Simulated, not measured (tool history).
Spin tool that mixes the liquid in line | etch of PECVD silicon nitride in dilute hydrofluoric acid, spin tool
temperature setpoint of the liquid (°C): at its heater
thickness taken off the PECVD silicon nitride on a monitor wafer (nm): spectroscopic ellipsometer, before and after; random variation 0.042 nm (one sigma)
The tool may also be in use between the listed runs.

run	hour	temperature setpoint of the liquid (°C)	parts of water to one part of 49 % hydrofluoric acid (parts by volume)	time under the liquid (s)	thickness taken off the PECVD silicon nitride on a monitor wafer (nm)
1	0.0	24.0	40	65	4.8670
2	3.8	24.0	40	45	3.3378
3	8.5	24.0	40	65	4.8381
4	14.0	24.0	40	45	3.3361
5	20.4	24.0	40	65	4.8158
6	28.7	25.0	40	65	5.1595

The next listed run, before its measurement:
7	36.0	25.5	40	65	?

Run 7 came out at thickness taken off the PECVD silicon nitride on a monitor wafer (nm) 5.3558.

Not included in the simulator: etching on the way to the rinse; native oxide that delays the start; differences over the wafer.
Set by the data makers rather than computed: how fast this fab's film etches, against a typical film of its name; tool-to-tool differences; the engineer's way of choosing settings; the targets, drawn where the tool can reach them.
